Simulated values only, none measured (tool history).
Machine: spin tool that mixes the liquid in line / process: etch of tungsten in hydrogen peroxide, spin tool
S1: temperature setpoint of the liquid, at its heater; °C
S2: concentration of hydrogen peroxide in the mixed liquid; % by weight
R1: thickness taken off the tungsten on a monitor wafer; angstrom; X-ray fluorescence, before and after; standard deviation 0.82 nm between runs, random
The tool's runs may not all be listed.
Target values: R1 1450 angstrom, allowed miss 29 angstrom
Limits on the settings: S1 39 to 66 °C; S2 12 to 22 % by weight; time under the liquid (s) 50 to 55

Run 1, hour 0: S1 55 °C, S2 15 % by weight, time under the liquid (s) 50. Result: R1 1700.2 angstrom.
Run 2, hour 6: S1 48 °C, S2 15 % by weight, time under the liquid (s) 50. Result: R1 1105.2 angstrom.
Run 3, hour 6.8: S1 48 °C, S2 17 % by weight, time under the liquid (s) 50. Result: R1 1195.9 angstrom.
Run 4, hour 15.9: S1 49 °C, S2 17 % by weight, time under the liquid (s) 50. Result: R1 1264 angstrom.
Run 5, hour 20.2: S1 49 °C, S2 17 % by weight, time under the liquid (s) 55. Result: R1 1393.1 angstrom.
Run 6, hour 27: S1 52.5 °C, S2 17 % by weight, time under the liquid (s) 55. Result: R1 1735.9 angstrom.
Run 7, hour 27.9: S1 51.5 °C, S2 17 % by weight, time under the liquid (s) 55. Result: R1 1632.1 angstrom.
Run 8, hour 29.2: S1 51 °C, S2 17 % by weight, time under the liquid (s) 55. Result: R1 1580.8 angstrom.

Exercise: of the 5 proposed moves below, exactly one satisfies all targets within the stated allowed misses. Which move is it?
Run A, hour 30.5: S1 51 °C, S2 17.5 % by weight, time under the liquid (s) 50. Result: R1 ?.
Run B, hour 30.5: S1 49 °C, S2 16.5 % by weight, time under the liquid (s) 55. Result: R1 ?.
Run C, hour 30.5: S1 50.5 °C, S2 17 % by weight, time under the liquid (s) 50. Result: R1 ?.
Run D, hour 30.5: S1 49.5 °C, S2 16 % by weight, time under the liquid (s) 55. Result: R1 ?.
Run E, hour 30.5: S1 50.5 °C, S2 17 % by weight, time under the liquid (s) 55. Result: R1 ?.

move      R1
   A  1462.2
   B  1382.1
   C    1398
   D  1403.4
   E  1537.8
A: all results in spec
B: carries the result that was furthest off beyond its target, to the other side
C: carries the result that was furthest off beyond its target, to the other side
D: carries the result that was furthest off beyond its target, to the other side
E: closes in on the targets versus the last run, not all within tolerance yet
Move A is the one to make.
